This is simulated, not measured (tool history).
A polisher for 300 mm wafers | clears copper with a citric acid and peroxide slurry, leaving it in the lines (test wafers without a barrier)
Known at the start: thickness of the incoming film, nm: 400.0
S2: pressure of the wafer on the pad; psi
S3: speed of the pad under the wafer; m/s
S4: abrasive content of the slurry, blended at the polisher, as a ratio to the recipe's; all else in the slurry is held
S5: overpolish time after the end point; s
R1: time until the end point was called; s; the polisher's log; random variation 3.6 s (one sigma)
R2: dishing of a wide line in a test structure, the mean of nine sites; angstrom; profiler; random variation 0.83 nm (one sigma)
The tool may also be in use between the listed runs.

Run 1, hour 0.0: flow of slurry (ml/min) 245, S2 3.9 psi, S3 1.00 m/s, S4 1.0, S5 20 s. Result: R1 123.34 s, R2 344.49 angstrom.
Run 2, hour 6.0: flow of slurry (ml/min) 245, S2 3.6 psi, S3 0.98 m/s, S4 1.0, S5 22 s. Result: R1 137.48 s, R2 356.11 angstrom.
Run 3, hour 11.5: flow of slurry (ml/min) 245, S2 3.6 psi, S3 1.16 m/s, S4 1.0, S5 22 s. Result: R1 115.28 s, R2 381.06 angstrom.
Run 4, hour 19.5: flow of slurry (ml/min) 245, S2 3.6 psi, S3 1.16 m/s, S4 1.0, S5 14 s. Result: R1 113.02 s, R2 293.51 angstrom.
Run 5, hour 27.7: flow of slurry (ml/min) 190, S2 3.6 psi, S3 1.16 m/s, S4 1.0, S5 14 s. Result: R1 118.73 s, R2 288.93 angstrom.
Run 6, hour 30.3: flow of slurry (ml/min) 190, S2 4.0 psi, S3 1.16 m/s, S4 1.0, S5 14 s. Result: R1 107.54 s, R2 297.57 angstrom.
Run 7, hour 36.7: flow of slurry (ml/min) 190, S2 3.6 psi, S3 1.14 m/s, S4 1.0, S5 17 s. Result: R1 120.47 s, R2 323.25 angstrom.

Forecast run 8:
Run 8, hour 39.1: flow of slurry (ml/min) 190, S2 2.5 psi, S3 1.04 m/s, S4 1.0, S5 27 s. Result: R1 ?, R2 ?.

R1: 183.63 s
R2: 333.63 angstrom
